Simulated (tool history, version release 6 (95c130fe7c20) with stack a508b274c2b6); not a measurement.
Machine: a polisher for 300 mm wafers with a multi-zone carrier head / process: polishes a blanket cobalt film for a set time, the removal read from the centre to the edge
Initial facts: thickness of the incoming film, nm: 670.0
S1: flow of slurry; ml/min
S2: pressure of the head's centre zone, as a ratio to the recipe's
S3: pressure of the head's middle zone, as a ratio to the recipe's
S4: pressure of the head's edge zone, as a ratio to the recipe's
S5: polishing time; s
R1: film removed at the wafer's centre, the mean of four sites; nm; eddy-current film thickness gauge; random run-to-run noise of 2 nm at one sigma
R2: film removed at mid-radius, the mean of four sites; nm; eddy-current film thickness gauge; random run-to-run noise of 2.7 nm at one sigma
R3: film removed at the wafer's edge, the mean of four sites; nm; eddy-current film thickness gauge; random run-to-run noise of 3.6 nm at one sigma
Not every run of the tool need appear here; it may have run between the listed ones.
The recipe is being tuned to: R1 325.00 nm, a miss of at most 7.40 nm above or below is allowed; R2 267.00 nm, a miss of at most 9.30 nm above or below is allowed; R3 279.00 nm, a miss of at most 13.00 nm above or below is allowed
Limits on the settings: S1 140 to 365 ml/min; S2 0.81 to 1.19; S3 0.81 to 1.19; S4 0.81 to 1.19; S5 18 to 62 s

Run 1, day 0.000: S1 235 ml/min, S2 1.00, S3 1.00, S4 1.00, S5 40 s. Result: R1 211.77 nm, R2 217.21 nm, R3 217.53 nm.
Run 2, day 0.133: S1 210 ml/min, S2 1.00, S3 1.00, S4 1.00, S5 40 s. Result: R1 208.24 nm, R2 213.59 nm, R3 213.55 nm.
Run 3, day 0.492: S1 210 ml/min, S2 1.00, S3 1.00, S4 0.93, S5 40 s. Result: R1 208.12 nm, R2 212.50 nm, R3 204.85 nm.
Run 4, day 0.850: S1 210 ml/min, S2 1.00, S3 1.00, S4 0.89, S5 40 s. Result: R1 206.62 nm, R2 214.30 nm, R3 200.01 nm.
Run 5, day 0.917: S1 210 ml/min, S2 1.00, S3 1.07, S4 0.89, S5 40 s. Result: R1 207.23 nm, R2 229.10 nm, R3 207.26 nm.
Run 6, day 1.088: S1 210 ml/min, S2 1.00, S3 1.03, S4 0.89, S5 40 s. Result: R1 206.29 nm, R2 221.71 nm, R3 206.99 nm.
Run 7, day 1.342: S1 210 ml/min, S2 1.00, S3 1.03, S4 0.89, S5 40 s. Result: R1 206.44 nm, R2 218.80 nm, R3 201.13 nm.
Run 8, day 1.417: S1 230 ml/min, S2 1.05, S3 1.02, S4 0.93, S5 42 s. Result: R1 230.61 nm, R2 232.59 nm, R3 219.26 nm.
Run 9, day 1.500: S1 295 ml/min, S2 1.15, S3 0.92, S4 1.00, S5 50 s. Result: R1 301.05 nm, R2 265.99 nm, R3 281.92 nm.
Run 10, day 1.850: S1 295 ml/min, S2 1.16, S3 0.91, S4 0.97, S5 51 s. Result: R1 313.31 nm, R2 262.52 nm, R3 279.81 nm.
Run 11, day 2.096: S1 300 ml/min, S2 1.17, S3 0.91, S4 0.97, S5 51 s. Result: R1 314.37 nm, R2 268.98 nm, R3 277.39 nm.
Run 12, day 2.158: S1 310 ml/min, S2 1.19, S3 0.87, S4 0.96, S5 51 s. Result: R1 322.15 nm, R2 254.08 nm, R3 274.66 nm.

Exactly one of the 5 candidate moves below puts every result within its allowed miss. Which one?
Run A, day 2.221: S1 355 ml/min, S2 1.19, S3 0.82, S4 0.93, S5 52 s. Result: R1 ?, R2 ?, R3 ?.
Run B, day 2.221: S1 270 ml/min, S2 1.19, S3 0.87, S4 0.94, S5 51 s. Result: R1 ?, R2 ?, R3 ?.
Run C, day 2.221: S1 305 ml/min, S2 1.19, S3 0.84, S4 0.90, S5 50 s. Result: R1 ?, R2 ?, R3 ?.
Run D, day 2.221: S1 270 ml/min, S2 1.19, S3 0.83, S4 0.94, S5 52 s. Result: R1 ?, R2 ?, R3 ?.
Run E, day 2.221: S1 295 ml/min, S2 1.17, S3 0.88, S4 0.90, S5 53 s. Result: R1 ?, R2 ?, R3 ?.

move      R1      R2      R3
   A  332.82  248.53  279.44
   B  317.47  249.43  269.96
   C  315.40  240.51  261.90
   D  323.60  244.68  275.40
   E  328.47  264.07  276.80
A: misses by more than the last run did
B: misses by more than the last run did
C: misses by more than the last run did
D: misses by more than the last run did
E: all results land within tolerance of their targets
So the answer is move E, the one that meets all the targets.

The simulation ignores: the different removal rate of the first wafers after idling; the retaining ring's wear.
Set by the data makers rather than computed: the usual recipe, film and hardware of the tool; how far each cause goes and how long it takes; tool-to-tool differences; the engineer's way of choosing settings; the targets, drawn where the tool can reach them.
